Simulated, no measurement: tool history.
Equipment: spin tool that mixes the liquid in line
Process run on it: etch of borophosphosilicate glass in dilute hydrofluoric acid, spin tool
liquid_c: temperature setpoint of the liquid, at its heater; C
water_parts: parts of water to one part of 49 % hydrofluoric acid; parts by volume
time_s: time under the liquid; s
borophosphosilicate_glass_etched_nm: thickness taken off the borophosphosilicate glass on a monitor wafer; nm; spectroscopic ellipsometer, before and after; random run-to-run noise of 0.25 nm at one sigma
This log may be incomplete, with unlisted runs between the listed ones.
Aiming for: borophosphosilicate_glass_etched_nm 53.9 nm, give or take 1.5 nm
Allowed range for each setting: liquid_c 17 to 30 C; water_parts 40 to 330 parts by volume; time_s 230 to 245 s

| run | hour | liquid_c | water_parts | time_s | borophosphosilicate_glass_etched_nm |
|---|---|---|---|---|---|
| 1 | 0 | 22 | 185 | 230 | 34.133 |
| 2 | 2.8 | 24.5 | 175 | 230 | 40.279 |
| 3 | 4.5 | 24.5 | 210 | 230 | 32.215 |
| 4 | 6.1 | 24.5 | 210 | 245 | 34.419 |
| 5 | 9.8 | 26.5 | 195 | 245 | 40.249 |
| 6 | 16.6 | 26.5 | 195 | 230 | 37.867 |
| 7 | 22.8 | 27.5 | 185 | 230 | 42.045 |
| 8 | 23.5 | 30 | 155 | 230 | 56.982 |

4 next moves are on the table. One of them brings every result within its allowed miss. Which?
| A | 24.2 | 30 | 150 | 230 | ? |
| B | 24.2 | 29.5 | 150 | 230 | ? |
| C | 24.2 | 27.5 | 160 | 245 | ? |
| D | 24.2 | 30 | 155 | 235 | ? |

| move | borophosphosilicate_glass_etched_nm |
|---|---|
| A | 58.764 |
| B | 57.715 |
| C | 52.923 |
| D | 57.727 |
A: further off than the last run
B: further off than the last run
C: each result inside its tolerance
D: further off than the last run
Move C is the one to make.

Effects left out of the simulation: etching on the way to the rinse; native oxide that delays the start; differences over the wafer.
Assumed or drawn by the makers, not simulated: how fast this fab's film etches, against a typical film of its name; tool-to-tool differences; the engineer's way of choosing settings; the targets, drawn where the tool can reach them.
